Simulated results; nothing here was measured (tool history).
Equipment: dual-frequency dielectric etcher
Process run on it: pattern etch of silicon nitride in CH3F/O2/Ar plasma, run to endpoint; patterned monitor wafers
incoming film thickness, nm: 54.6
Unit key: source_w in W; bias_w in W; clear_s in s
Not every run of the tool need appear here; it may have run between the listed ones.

run 1 hour=0 | source_w=530 bias_w=63 | clear_s=75.963
run 2 hour=7.6 | source_w=510 bias_w=61 | clear_s=76.121
run 3 hour=8.4 | source_w=600 bias_w=61 | clear_s=72.673
run 4 hour=15 | source_w=600 bias_w=70 | clear_s=68.816
run 5 hour=16.2 | source_w=570 bias_w=67 | clear_s=71.78
run 6 hour=22.1 | source_w=570 bias_w=61 | clear_s=73.414
run 7 hour=30.1 | source_w=540 bias_w=59 | clear_s=74.574

Predict the results of run 8:
run 8 hour=37.4 | source_w=510 bias_w=56 | clear_s=?

{"run 8": {"clear_s": 79.59}}

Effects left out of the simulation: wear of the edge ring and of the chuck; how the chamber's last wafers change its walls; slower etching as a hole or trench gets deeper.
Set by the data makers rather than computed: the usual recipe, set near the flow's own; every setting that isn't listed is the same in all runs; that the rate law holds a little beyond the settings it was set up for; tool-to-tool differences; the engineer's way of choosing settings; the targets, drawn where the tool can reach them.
